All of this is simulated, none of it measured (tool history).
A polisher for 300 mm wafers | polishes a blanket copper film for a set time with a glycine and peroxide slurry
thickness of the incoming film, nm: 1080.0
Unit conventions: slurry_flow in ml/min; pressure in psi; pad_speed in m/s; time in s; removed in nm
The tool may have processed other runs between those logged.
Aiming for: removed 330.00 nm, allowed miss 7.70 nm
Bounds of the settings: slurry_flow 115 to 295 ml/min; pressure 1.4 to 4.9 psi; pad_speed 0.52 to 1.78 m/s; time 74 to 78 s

{"run": 1, "day": 0.0, "slurry_flow": 190, "pressure": 3.1, "pad_speed": 1.14, "time": 74, "removed": 468.25}
{"run": 2, "day": 0.038, "slurry_flow": 190, "pressure": 2.4, "pad_speed": 1.14, "time": 74, "removed": 378.63}
{"run": 3, "day": 0.271, "slurry_flow": 190, "pressure": 2.8, "pad_speed": 1.14, "time": 74, "removed": 432.38}
{"run": 4, "day": 0.329, "slurry_flow": 190, "pressure": 2.3, "pad_speed": 1.14, "time": 74, "removed": 363.57}
{"run": 5, "day": 0.496, "slurry_flow": 190, "pressure": 2.3, "pad_speed": 1.36, "time": 74, "removed": 407.41}
{"run": 6, "day": 0.729, "slurry_flow": 225, "pressure": 2.3, "pad_speed": 1.36, "time": 74, "removed": 421.79}
{"run": 7, "day": 0.883, "slurry_flow": 215, "pressure": 2.1, "pad_speed": 1.36, "time": 74, "removed": 391.96}
{"run": 8, "day": 1.1, "slurry_flow": 205, "pressure": 2.0, "pad_speed": 1.36, "time": 74, "removed": 362.43}
{"run": 9, "day": 1.342, "slurry_flow": 190, "pressure": 2.0, "pad_speed": 1.36, "time": 74, "removed": 363.28}
{"run": 10, "day": 1.471, "slurry_flow": 175, "pressure": 2.0, "pad_speed": 1.36, "time": 74, "removed": 362.89}
{"run": 11, "day": 1.754, "slurry_flow": 170, "pressure": 1.9, "pad_speed": 1.36, "time": 74, "removed": 345.4}
{"run": 12, "day": 1.796, "slurry_flow": 140, "pressure": 1.8, "pad_speed": 1.36, "time": 74, "removed": 322.06}
{"run": 13, "day": 1.946, "slurry_flow": 140, "pressure": 1.8, "pad_speed": 1.36, "time": 74, "removed": 320.91}
{"run": 14, "day": 2.262, "slurry_flow": 155, "pressure": 1.9, "pad_speed": 1.36, "time": 74, "removed": 343.52}
{"run": 15, "day": 2.483, "slurry_flow": 150, "pressure": 1.9, "pad_speed": 1.36, "time": 74, "removed": 338.44}

Which single option among these 5 for the next run brings every result within its allowed miss of target? Just one does.
{"run": "A", "day": 2.704, "slurry_flow": 205, "pressure": 1.4, "pad_speed": 1.52, "time": 77, "removed": "?"}
{"run": "B", "day": 2.704, "slurry_flow": 160, "pressure": 1.8, "pad_speed": 1.38, "time": 74, "removed": "?"}
{"run": "C", "day": 2.704, "slurry_flow": 150, "pressure": 1.8, "pad_speed": 1.24, "time": 74, "removed": "?"}
{"run": "D", "day": 2.704, "slurry_flow": 130, "pressure": 1.9, "pad_speed": 1.36, "time": 78, "removed": "?"}
{"run": "E", "day": 2.704, "slurry_flow": 140, "pressure": 2.3, "pad_speed": 1.18, "time": 74, "removed": "?"}

move=A removed=310.56
move=B removed=330.65
move=C removed=306.09
move=D removed=348.49
move=E removed=357.31
A: takes the result that was furthest off past its target
B: in spec on every target
C: takes the result that was furthest off past its target
D: misses by more than the last run did
E: misses by more than the last run did
The move that meets every target is B.

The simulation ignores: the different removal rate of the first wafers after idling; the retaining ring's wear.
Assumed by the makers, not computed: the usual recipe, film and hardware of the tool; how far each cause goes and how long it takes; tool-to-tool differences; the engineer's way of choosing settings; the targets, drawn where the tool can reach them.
